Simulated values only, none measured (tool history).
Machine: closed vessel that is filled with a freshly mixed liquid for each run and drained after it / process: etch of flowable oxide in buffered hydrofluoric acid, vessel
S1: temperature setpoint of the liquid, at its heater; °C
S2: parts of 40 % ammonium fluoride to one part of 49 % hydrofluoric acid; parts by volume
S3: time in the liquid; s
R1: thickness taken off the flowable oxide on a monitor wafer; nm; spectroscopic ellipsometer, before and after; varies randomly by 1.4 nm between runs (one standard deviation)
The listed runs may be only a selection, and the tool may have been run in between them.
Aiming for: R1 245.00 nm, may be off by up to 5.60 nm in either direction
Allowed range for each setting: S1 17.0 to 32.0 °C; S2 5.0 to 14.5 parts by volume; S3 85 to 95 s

| run | hour | S1 | S2 | S3 | R1 |
|---|---|---|---|---|---|
| 1 | 0.0 | 25.0 | 9.0 | 85 | 311.19 |
| 2 | 2.9 | 25.0 | 7.5 | 85 | 386.05 |
| 3 | 9.4 | 25.0 | 7.5 | 95 | 431.30 |
| 4 | 12.7 | 23.5 | 7.5 | 95 | 393.64 |
| 5 | 15.7 | 21.0 | 7.5 | 95 | 345.58 |
| 6 | 23.8 | 21.0 | 7.5 | 95 | 344.06 |
| 7 | 31.5 | 20.0 | 8.0 | 95 | 304.57 |
| 8 | 40.3 | 19.0 | 8.0 | 95 | 287.07 |
| 9 | 46.8 | 18.5 | 8.0 | 95 | 277.87 |
| 10 | 54.4 | 18.0 | 8.0 | 95 | 270.55 |

Next run, 4 choices. One meets every target within its allowed miss, the rest don't. Which?
| A | 62.0 | 19.0 | 10.0 | 95 | ? |
| B | 62.0 | 17.0 | 8.0 | 90 | ? |
| C | 62.0 | 18.5 | 8.5 | 95 | ? |
| D | 62.0 | 19.0 | 9.0 | 95 | ? |

| move | R1 |
|---|---|
| A | 237.87 |
| B | 244.32 |
| C | 262.96 |
| D | 254.20 |
A: takes the biggest miss from the last run beyond its target
B: every result lands within tolerance
C: nearer the targets than the last run, but a result is still out of spec
D: nearer the targets than the last run, but a result is still out of spec
Correct choice: B, which meets every target
